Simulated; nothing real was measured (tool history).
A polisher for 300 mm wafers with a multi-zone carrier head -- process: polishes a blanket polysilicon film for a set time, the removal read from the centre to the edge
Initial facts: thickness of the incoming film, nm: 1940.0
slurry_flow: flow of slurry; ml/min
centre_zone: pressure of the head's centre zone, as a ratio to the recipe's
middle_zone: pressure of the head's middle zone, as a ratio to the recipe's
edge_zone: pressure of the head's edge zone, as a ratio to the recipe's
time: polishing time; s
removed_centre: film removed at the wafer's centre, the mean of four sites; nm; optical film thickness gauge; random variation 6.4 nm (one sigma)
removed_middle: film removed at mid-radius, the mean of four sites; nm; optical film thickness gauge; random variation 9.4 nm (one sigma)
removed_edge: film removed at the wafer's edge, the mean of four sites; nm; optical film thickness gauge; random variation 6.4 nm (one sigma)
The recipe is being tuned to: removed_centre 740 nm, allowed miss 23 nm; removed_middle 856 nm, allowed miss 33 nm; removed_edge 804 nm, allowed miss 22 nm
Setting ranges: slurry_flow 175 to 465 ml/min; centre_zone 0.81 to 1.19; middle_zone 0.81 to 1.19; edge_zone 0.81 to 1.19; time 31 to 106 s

{"run": 1, "day": 0.0, "slurry_flow": 295, "centre_zone": 1, "middle_zone": 1, "edge_zone": 1, "time": 68, "removed_centre": 588.08, "removed_middle": 573.15, "removed_edge": 590.72}
{"run": 2, "day": 0.242, "slurry_flow": 260, "centre_zone": 1, "middle_zone": 1, "edge_zone": 1, "time": 68, "removed_centre": 589.5, "removed_middle": 570.06, "removed_edge": 575.83}
{"run": 3, "day": 0.462, "slurry_flow": 285, "centre_zone": 1, "middle_zone": 1.05, "edge_zone": 1.03, "time": 72, "removed_centre": 635.34, "removed_middle": 631.45, "removed_edge": 621.01}
{"run": 4, "day": 0.738, "slurry_flow": 285, "centre_zone": 1, "middle_zone": 1.13, "edge_zone": 1.03, "time": 72, "removed_centre": 623.79, "removed_middle": 676.5, "removed_edge": 625.71}
{"run": 5, "day": 0.862, "slurry_flow": 285, "centre_zone": 1, "middle_zone": 1.13, "edge_zone": 1.03, "time": 59, "removed_centre": 509.96, "removed_middle": 553.94, "removed_edge": 517.49}
{"run": 6, "day": 0.9, "slurry_flow": 285, "centre_zone": 1, "middle_zone": 1.13, "edge_zone": 1.03, "time": 52, "removed_centre": 454.99, "removed_middle": 483.15, "removed_edge": 454.52}
{"run": 7, "day": 1.046, "slurry_flow": 300, "centre_zone": 0.99, "middle_zone": 1.14, "edge_zone": 1.06, "time": 60, "removed_centre": 518.82, "removed_middle": 571.1, "removed_edge": 532.25}
{"run": 8, "day": 1.233, "slurry_flow": 300, "centre_zone": 0.99, "middle_zone": 1.14, "edge_zone": 1.06, "time": 60, "removed_centre": 506.93, "removed_middle": 574.29, "removed_edge": 535.13}
{"run": 9, "day": 1.483, "slurry_flow": 325, "centre_zone": 1.01, "middle_zone": 1.15, "edge_zone": 1.09, "time": 65, "removed_centre": 574.35, "removed_middle": 622.58, "removed_edge": 581.54}
{"run": 10, "day": 1.8, "slurry_flow": 330, "centre_zone": 1, "middle_zone": 1.15, "edge_zone": 1.11, "time": 70, "removed_centre": 624.87, "removed_middle": 665.39, "removed_edge": 636.65}
{"run": 11, "day": 2.008, "slurry_flow": 335, "centre_zone": 0.98, "middle_zone": 1.16, "edge_zone": 1.12, "time": 74, "removed_centre": 637.75, "removed_middle": 712.89, "removed_edge": 687.47}
{"run": 12, "day": 2.067, "slurry_flow": 340, "centre_zone": 0.98, "middle_zone": 1.17, "edge_zone": 1.12, "time": 77, "removed_centre": 659.42, "removed_middle": 758.99, "removed_edge": 714.45}
{"run": 13, "day": 2.196, "slurry_flow": 345, "centre_zone": 0.98, "middle_zone": 1.18, "edge_zone": 1.13, "time": 79, "removed_centre": 679.51, "removed_middle": 763.88, "removed_edge": 720.92}

Next run, 5 choices. One meets every target within its allowed miss, the rest don't. Which?
{"run": "A", "day": 2.325, "slurry_flow": 335, "centre_zone": 0.9, "middle_zone": 1.07, "edge_zone": 0.97, "time": 94, "removed_centre": "?", "removed_middle": "?", "removed_edge": "?"}
{"run": "B", "day": 2.325, "slurry_flow": 355, "centre_zone": 1.01, "middle_zone": 1.13, "edge_zone": 1.16, "time": 88, "removed_centre": "?", "removed_middle": "?", "removed_edge": "?"}
{"run": "C", "day": 2.325, "slurry_flow": 380, "centre_zone": 1.03, "middle_zone": 1.02, "edge_zone": 1.16, "time": 79, "removed_centre": "?", "removed_middle": "?", "removed_edge": "?"}
{"run": "D", "day": 2.325, "slurry_flow": 345, "centre_zone": 0.92, "middle_zone": 1.04, "edge_zone": 1.19, "time": 82, "removed_centre": "?", "removed_middle": "?", "removed_edge": "?"}
{"run": "E", "day": 2.325, "slurry_flow": 350, "centre_zone": 1.04, "middle_zone": 1.16, "edge_zone": 1.13, "time": 72, "removed_centre": "?", "removed_middle": "?", "removed_edge": "?"}

move=A removed_centre=744.93 removed_middle=858.52 removed_edge=809.5
move=B removed_centre=787.81 removed_middle=840.29 removed_edge=830.81
move=C removed_centre=725.13 removed_middle=703.07 removed_edge=749.84
move=D removed_centre=666.1 removed_middle=734.94 removed_edge=783.96
move=E removed_centre=663.14 removed_middle=700.27 removed_edge=669.81
A: hits every target within its allowed miss
B: takes the biggest miss from the last run beyond its target
C: lands further from the targets than the last run did
D: the furthest-off result lands on target, but another misses its tolerance
E: lands further from the targets than the last run did
A is the move that brings every result within its allowed miss.
